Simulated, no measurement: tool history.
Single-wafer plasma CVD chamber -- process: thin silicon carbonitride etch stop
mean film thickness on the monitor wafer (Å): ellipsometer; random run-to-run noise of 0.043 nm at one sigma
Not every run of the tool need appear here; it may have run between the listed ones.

| run | day | RF power (W) | deposition time (s) | mean film thickness on the monitor wafer (Å) |
|---|---|---|---|---|
| 1 | 0.000 | 175 | 21.4 | 117.750 |
| 2 | 0.121 | 175 | 19.7 | 107.800 |
| 3 | 0.462 | 175 | 21.3 | 117.150 |
| 4 | 0.567 | 160 | 21.3 | 114.140 |
| 5 | 0.629 | 180 | 21.3 | 117.250 |
| 6 | 0.958 | 165 | 21.3 | 114.820 |
| 7 | 1.204 | 155 | 20.5 | 108.640 |
| 8 | 1.329 | 145 | 19.9 | 104.360 |
| 9 | 1.638 | 140 | 19.5 | 100.170 |
| 10 | 1.696 | 135 | 19.4 | 99.400 |

What does the tool deliver on the next run?
| 11 | 1.746 | 130 | 19.3 | ? |

Logged for run 11: mean film thickness on the monitor wafer (Å) 98.582.
